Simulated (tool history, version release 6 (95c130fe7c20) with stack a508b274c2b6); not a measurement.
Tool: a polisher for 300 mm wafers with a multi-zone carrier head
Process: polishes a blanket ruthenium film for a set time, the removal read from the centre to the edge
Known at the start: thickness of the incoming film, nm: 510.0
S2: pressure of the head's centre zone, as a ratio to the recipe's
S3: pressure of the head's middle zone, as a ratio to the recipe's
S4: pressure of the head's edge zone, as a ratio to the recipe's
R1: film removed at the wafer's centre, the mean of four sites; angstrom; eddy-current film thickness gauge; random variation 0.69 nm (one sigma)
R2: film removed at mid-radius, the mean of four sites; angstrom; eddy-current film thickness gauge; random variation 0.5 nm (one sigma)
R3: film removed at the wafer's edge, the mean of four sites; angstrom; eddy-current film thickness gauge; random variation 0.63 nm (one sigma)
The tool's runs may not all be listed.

{"run": 1, "hour": 0.0, "flow of slurry (ml/min)": 190, "S2": 1.0, "S3": 1.0, "S4": 1.0, "polishing time (s)": 52, "R1": 489.26, "R2": 490.41, "R3": 499.74}
{"run": 2, "hour": 7.3, "flow of slurry (ml/min)": 200, "S2": 1.02, "S3": 1.01, "S4": 1.05, "polishing time (s)": 57, "R1": 552.07, "R2": 543.26, "R3": 560.07}
{"run": 3, "hour": 11.9, "flow of slurry (ml/min)": 205, "S2": 1.03, "S3": 1.01, "S4": 1.08, "polishing time (s)": 61, "R1": 594.34, "R2": 580.57, "R3": 610.22}
{"run": 4, "hour": 13.0, "flow of slurry (ml/min)": 210, "S2": 1.04, "S3": 1.02, "S4": 1.1, "polishing time (s)": 64, "R1": 630.66, "R2": 627.11, "R3": 637.82}
{"run": 5, "hour": 18.1, "flow of slurry (ml/min)": 215, "S2": 1.04, "S3": 1.01, "S4": 1.12, "polishing time (s)": 66, "R1": 659.21, "R2": 628.98, "R3": 672.38}
{"run": 6, "hour": 20.0, "flow of slurry (ml/min)": 220, "S2": 1.04, "S3": 1.02, "S4": 1.14, "polishing time (s)": 67, "R1": 670.08, "R2": 645.6, "R3": 683.88}
{"run": 7, "hour": 28.4, "flow of slurry (ml/min)": 225, "S2": 1.04, "S3": 1.02, "S4": 1.15, "polishing time (s)": 68, "R1": 681.03, "R2": 665.21, "R3": 698.06}
{"run": 8, "hour": 33.3, "flow of slurry (ml/min)": 230, "S2": 1.04, "S3": 1.02, "S4": 1.16, "polishing time (s)": 69, "R1": 700.75, "R2": 667.36, "R3": 718.75}

Forecast run 9:
{"run": 9, "hour": 40.1, "flow of slurry (ml/min)": 235, "S2": 1.04, "S3": 1.02, "S4": 1.17, "polishing time (s)": 69, "R1": "?", "R2": "?", "R3": "?"}

{"run 9": {"R1": 699.27, "R2": 678.89, "R3": 731.85}}
